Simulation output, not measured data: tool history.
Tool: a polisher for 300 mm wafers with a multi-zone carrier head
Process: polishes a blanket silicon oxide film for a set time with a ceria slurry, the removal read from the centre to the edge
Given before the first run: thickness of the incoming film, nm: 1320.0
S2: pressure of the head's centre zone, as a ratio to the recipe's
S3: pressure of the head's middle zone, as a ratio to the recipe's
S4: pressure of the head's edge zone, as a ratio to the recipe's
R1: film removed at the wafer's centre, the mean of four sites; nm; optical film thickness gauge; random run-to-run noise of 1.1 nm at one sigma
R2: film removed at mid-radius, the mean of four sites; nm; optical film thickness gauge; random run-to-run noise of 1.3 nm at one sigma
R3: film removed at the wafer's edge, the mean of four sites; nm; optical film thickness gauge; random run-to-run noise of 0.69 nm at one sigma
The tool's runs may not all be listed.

Run 1, hour 0.0: flow of slurry (ml/min) 315, S2 1.00, S3 1.00, S4 1.00, polishing time (s) 48. Result: R1 175.590 nm, R2 176.62 nm, R3 189.830 nm.
Run 2, hour 2.9: flow of slurry (ml/min) 315, S2 1.00, S3 1.00, S4 1.00, polishing time (s) 59. Result: R1 213.640 nm, R2 222.46 nm, R3 232.360 nm.
Run 3, hour 8.6: flow of slurry (ml/min) 315, S2 1.00, S3 1.00, S4 1.05, polishing time (s) 59. Result: R1 213.710 nm, R2 217.93 nm, R3 238.330 nm.
Run 4, hour 12.7: flow of slurry (ml/min) 315, S2 0.95, S3 1.00, S4 1.05, polishing time (s) 59. Result: R1 208.390 nm, R2 224.28 nm, R3 235.600 nm.
Run 5, hour 15.0: flow of slurry (ml/min) 315, S2 0.99, S3 1.00, S4 1.05, polishing time (s) 59. Result: R1 215.530 nm, R2 219.26 nm, R3 239.290 nm.
Run 6, hour 18.4: flow of slurry (ml/min) 315, S2 0.99, S3 1.00, S4 1.05, polishing time (s) 49. Result: R1 177.220 nm, R2 179.72 nm, R3 196.590 nm.
Run 7, hour 20.1: flow of slurry (ml/min) 290, S2 1.03, S3 1.04, S4 0.97, polishing time (s) 40. Result: R1 150.630 nm, R2 153.05 nm, R3 153.860 nm.
Run 8, hour 28.3: flow of slurry (ml/min) 295, S2 1.07, S3 1.05, S4 0.87, polishing time (s) 26. Result: R1 99.094 nm, R2 100.19 nm, R3 94.723 nm.

What does the tool deliver on the next run?
Run 9, hour 31.9: flow of slurry (ml/min) 295, S2 1.07, S3 1.05, S4 0.87, polishing time (s) 26. Result: R1 ?, R2 ?, R3 ?.

{"run 9": {"R1": 99.09, "R2": 101.85, "R3": 95.628}}

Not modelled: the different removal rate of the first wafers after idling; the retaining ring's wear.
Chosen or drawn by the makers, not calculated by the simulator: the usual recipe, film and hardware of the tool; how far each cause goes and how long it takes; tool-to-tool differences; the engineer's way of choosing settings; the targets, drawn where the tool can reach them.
